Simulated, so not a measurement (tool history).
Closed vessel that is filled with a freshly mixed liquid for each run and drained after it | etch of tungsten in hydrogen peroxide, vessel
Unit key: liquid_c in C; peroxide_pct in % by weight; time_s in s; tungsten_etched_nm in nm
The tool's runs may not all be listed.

Run 1, hour 0: liquid_c 44 C, peroxide_pct 17 % by weight, time_s 30 s. Result: tungsten_etched_nm 27.495 nm.
Run 2, hour 4.6: liquid_c 47 C, peroxide_pct 17 % by weight, time_s 30 s. Result: tungsten_etched_nm 33.026 nm.
Run 3, hour 5.7: liquid_c 47 C, peroxide_pct 19 % by weight, time_s 30 s. Result: tungsten_etched_nm 35.499 nm.
Run 4, hour 14.3: liquid_c 45.5 C, peroxide_pct 19 % by weight, time_s 30 s. Result: tungsten_etched_nm 32.071 nm.
Run 5, hour 19.2: liquid_c 45.5 C, peroxide_pct 22.5 % by weight, time_s 30 s. Result: tungsten_etched_nm 34.806 nm.
Run 6, hour 20.6: liquid_c 39.5 C, peroxide_pct 22.5 % by weight, time_s 30 s. Result: tungsten_etched_nm 23.688 nm.

Run 7 is up next; what results do you expect?
Run 7, hour 22.2: liquid_c 39 C, peroxide_pct 22.5 % by weight, time_s 30 s. Result: tungsten_etched_nm ?.

tungsten_etched_nm: 22.822 nm

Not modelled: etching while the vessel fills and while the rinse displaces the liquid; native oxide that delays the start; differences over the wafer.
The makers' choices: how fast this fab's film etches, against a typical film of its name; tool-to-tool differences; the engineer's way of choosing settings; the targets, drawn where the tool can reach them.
